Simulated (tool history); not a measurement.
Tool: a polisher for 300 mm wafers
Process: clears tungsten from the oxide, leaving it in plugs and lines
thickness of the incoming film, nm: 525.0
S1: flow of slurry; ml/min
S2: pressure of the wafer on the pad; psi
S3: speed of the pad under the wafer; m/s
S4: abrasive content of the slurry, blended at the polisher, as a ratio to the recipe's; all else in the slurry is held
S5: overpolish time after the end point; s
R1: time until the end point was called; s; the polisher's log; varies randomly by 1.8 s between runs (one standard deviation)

run	hour	S1	S2	S3	S4	S5	R1
1	0	270	2.7	1.2	1	43	109.81
2	4.4	225	2.7	1.2	1	43	110.94
3	10.8	160	2.7	1.2	1	43	117.8
4	15.8	160	2.2	1.2	1	43	142.51
5	18.8	160	1.9	1.18	1	43	169.29
6	26.7	160	1.9	1.18	1	43	169.16
7	33.3	160	1.7	1.18	1	43	186.9

Estimate the outcome of run 8 from the log above:
8	34.5	160	1.6	1.18	1	43	?

Run 8 gave R1 195.5 s.
